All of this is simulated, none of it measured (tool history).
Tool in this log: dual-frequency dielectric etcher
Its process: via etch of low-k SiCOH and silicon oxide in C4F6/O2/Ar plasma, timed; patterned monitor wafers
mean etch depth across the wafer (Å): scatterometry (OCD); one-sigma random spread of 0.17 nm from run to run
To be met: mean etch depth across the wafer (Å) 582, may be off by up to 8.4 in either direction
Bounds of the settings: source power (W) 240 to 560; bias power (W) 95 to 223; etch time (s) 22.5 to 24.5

| run | hour | source power (W) | bias power (W) | etch time (s) | mean etch depth across the wafer (Å) |
|---|---|---|---|---|---|
| 1 | 0 | 400 | 159 | 24.5 | 519.77 |
| 2 | 3.3 | 400 | 137 | 24.5 | 493.55 |
| 3 | 7.5 | 400 | 137 | 22.5 | 453.15 |
| 4 | 8.4 | 400 | 156 | 22.5 | 475.2 |
| 5 | 15.3 | 340 | 156 | 22.5 | 449.32 |
| 6 | 24 | 380 | 159 | 22.5 | 470.79 |
| 7 | 31.7 | 410 | 162 | 22.5 | 484.67 |
| 8 | 37.5 | 440 | 168 | 22.5 | 501.07 |
| 9 | 43.3 | 460 | 175 | 22.5 | 516.45 |
| 10 | 49.3 | 480 | 180 | 22.5 | 526.26 |
| 11 | 57.7 | 490 | 185 | 22.5 | 537.17 |
| 12 | 62.7 | 500 | 188 | 22.5 | 543.49 |

5 next moves are on the table. One of them brings every result within its allowed miss. Which?
| A | 67.7 | 530 | 201 | 24 | ? |
| B | 67.7 | 470 | 190 | 24 | ? |
| C | 67.7 | 480 | 205 | 23 | ? |
| D | 67.7 | 470 | 193 | 24.5 | ? |
| E | 67.7 | 430 | 199 | 24 | ? |

| move | mean etch depth across the wafer (Å) |
|---|---|
| A | 603.36 |
| B | 569.33 |
| C | 564.13 |
| D | 584.39 |
| E | 562.82 |
A: takes the biggest miss from the last run beyond its target
B: closes in on the targets versus the last run, not all within tolerance yet
C: closes in on the targets versus the last run, not all within tolerance yet
D: in spec on every target
E: closes in on the targets versus the last run, not all within tolerance yet
D meets every target.

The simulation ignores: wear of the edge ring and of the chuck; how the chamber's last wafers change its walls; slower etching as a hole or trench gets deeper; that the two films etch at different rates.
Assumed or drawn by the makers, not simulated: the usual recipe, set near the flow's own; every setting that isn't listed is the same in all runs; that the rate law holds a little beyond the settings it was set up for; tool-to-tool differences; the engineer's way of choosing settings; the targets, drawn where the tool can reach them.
